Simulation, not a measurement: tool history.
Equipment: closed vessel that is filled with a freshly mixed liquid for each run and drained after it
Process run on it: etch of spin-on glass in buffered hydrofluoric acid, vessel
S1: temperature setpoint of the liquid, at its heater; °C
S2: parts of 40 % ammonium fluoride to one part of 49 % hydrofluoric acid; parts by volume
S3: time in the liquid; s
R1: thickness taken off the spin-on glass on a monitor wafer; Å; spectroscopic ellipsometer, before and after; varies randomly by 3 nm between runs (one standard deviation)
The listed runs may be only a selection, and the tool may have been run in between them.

run,hour,S1,S2,S3,R1
1,0,23,8,100,2411.9
2,7.5,20.5,8,100,2109.5
3,12.6,22.5,8,100,2390.7
4,21,24,8,100,2586
5,29.1,25.5,8,100,2809.8
6,31.6,23.5,8,100,2497.5
7,37.1,25,8,100,2712
8,44.3,26,8,100,2836.2
9,50.1,27,8,100,3001.1
10,59,27.5,8,100,3033.5
11,68,28,8,100,3128.5
12,72.7,28.5,8,100,3256
13,77.5,29,8,100,3372.6
# hour 84.3: hydrofluoric acid flow meter replaced
14,84.3,29.5,8,100,3241.6
15,90.4,31,7.5,100,3755.4

Expected results for the next run?
16,95.4,30.5,7.5,100,?

{"run 16": {"R1": 3658.2}}
